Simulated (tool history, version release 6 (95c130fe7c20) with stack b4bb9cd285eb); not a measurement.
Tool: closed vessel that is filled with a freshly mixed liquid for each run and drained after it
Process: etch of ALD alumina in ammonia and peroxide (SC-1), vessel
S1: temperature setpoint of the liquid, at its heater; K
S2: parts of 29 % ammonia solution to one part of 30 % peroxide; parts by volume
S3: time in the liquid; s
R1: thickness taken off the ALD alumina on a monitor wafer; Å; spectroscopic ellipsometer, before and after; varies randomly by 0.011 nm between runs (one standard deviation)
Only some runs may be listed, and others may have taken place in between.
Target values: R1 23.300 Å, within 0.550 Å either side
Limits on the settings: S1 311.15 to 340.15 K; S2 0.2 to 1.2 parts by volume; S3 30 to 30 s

run  hour      S1   S2  S3      R1
  1   0.0  324.15  0.7  30  15.495
  2   3.5  325.15  0.7  30  16.264
  3  10.3  326.15  0.7  30  17.258
  4  15.4  326.15  0.7  30  17.224
  5  18.4  327.15  0.7  30  18.224
     20.3  -- thermometer replaced
  6  20.3  327.65  0.7  30  19.764
  7  25.2  328.15  0.7  30  20.286
  8  33.9  328.65  0.7  30  20.746
  9  38.8  329.15  0.7  30  21.588
 10  39.9  329.65  0.7  30  21.843
 11  47.1  329.65  0.7  30  21.980
 12  53.7  330.15  0.7  30  22.468

Next run, 4 choices. One meets every target within its allowed miss, the rest don't. Which?
  A  60.3  330.65  0.5  30   ?
  B  60.3  331.65  0.4  30   ?
  C  60.3  328.65  1.0  30   ?
  D  60.3  329.15  0.7  30   ?

move      R1
   A  22.323
   B  23.024
   C  21.461
   D  21.301
A: moves away from the targets compared with the last run
B: every result lands within tolerance
C: moves away from the targets compared with the last run
D: moves away from the targets compared with the last run
Go with B: it meets all targets.
